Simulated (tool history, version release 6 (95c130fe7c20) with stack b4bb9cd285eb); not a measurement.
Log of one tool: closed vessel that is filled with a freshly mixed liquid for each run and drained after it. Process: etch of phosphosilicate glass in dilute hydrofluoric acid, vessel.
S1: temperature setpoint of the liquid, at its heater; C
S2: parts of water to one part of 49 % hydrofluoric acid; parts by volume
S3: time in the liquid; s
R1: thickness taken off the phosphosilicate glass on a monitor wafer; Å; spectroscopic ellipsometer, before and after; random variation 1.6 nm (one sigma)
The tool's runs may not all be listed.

run    day    S1   S2   S3      R1
  1      0    24  105  105  933.21
  2  0.333    24  105  105  930.03
  3  0.642  26.5   85  105  1302.8
  4  0.708  26.5   85  115  1430.4
  5  0.783    28   75  115  1718.1
  6  1.133    25   75  115  1548.4
  7  1.279    27   70  115  1790.4
  8  1.646    27   70  115    1771
  9  1.962  28.5   65  115  2058.6
 10  2.167  29.5   65  115  2138.5
 11  2.362    32   55  115  2813.5
 12  2.496  31.5   55  115  2813.6
     2.838  -- thermometer replaced
 13  2.838    31   55  115  2902.4
 14  3.192    31   55  115  2923.1

Run 15 comes next. What will it give?
 15  3.4  30.5  55  115   ?

R1: 2846.3 Å

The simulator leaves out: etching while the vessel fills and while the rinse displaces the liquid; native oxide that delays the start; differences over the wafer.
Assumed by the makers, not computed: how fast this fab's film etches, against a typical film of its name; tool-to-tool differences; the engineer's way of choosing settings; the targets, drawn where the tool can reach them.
